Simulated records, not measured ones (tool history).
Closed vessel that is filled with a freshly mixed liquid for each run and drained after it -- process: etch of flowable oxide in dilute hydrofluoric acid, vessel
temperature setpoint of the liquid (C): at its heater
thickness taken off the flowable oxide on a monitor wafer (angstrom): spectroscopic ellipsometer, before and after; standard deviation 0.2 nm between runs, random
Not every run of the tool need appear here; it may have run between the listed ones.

| run | hour | temperature setpoint of the liquid (C) | parts of water to one part of 49 % hydrofluoric acid (parts by volume) | time in the liquid (s) | thickness taken off the flowable oxide on a monitor wafer (angstrom) |
|---|---|---|---|---|---|
| 1 | 0 | 22 | 85 | 195 | 526.6 |
| 2 | 5.5 | 21 | 85 | 195 | 514.18 |
| 3 | 7.4 | 21 | 85 | 210 | 548.29 |
| 4 | 7.9 | 20 | 85 | 210 | 527.02 |
| 5 | 10.4 | 20 | 85 | 210 | 528.24 |
| 6 | 15 | 20 | 85 | 210 | 523.7 |
| 7 | 21.2 | 19.5 | 85 | 210 | 521.18 |

For run 8, what comes out?
| 8 | 24.3 | 19 | 85 | 210 | ? |

thickness taken off the flowable oxide on a monitor wafer (angstrom): 507.5
